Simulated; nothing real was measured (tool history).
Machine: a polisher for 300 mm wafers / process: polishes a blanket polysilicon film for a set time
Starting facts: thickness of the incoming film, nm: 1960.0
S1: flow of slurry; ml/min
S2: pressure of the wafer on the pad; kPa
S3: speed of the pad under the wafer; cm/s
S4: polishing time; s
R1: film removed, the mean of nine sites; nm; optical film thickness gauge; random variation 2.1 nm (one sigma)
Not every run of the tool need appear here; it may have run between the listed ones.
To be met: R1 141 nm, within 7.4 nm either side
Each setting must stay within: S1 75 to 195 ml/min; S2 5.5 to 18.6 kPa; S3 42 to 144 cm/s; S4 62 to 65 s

run,hour,S1,S2,S3,S4,R1
1,0,125,11.7,92,62,320.12
2,2,120,10.3,86,62,268.1
3,9.8,120,9,80,62,219.85
4,15.5,120,11,80,62,267.43
5,20.7,105,11,80,62,262.9
6,22.5,105,9.7,76,62,226.22
7,30.8,105,8.3,72,62,181.79
8,34.5,105,7.6,72,62,166.31
9,43.1,105,6.9,72,62,153.88

Exercise: of the 5 proposed moves below, exactly one satisfies all targets within the stated allowed misses. Which move is it?
A,51.7,115,6.9,76,65,?
B,51.7,115,6.2,76,65,?
C,51.7,120,6.9,76,62,?
D,51.7,110,8.3,56,65,?
E,51.7,85,6.2,74,64,?

move,R1
A,173.54
B,157.05
C,167.01
D,166.87
E,141.13
A: the biggest miss grows against the last run
B: the biggest miss grows against the last run
C: the biggest miss grows against the last run
D: the biggest miss grows against the last run
E: each result inside its tolerance
E meets every target.

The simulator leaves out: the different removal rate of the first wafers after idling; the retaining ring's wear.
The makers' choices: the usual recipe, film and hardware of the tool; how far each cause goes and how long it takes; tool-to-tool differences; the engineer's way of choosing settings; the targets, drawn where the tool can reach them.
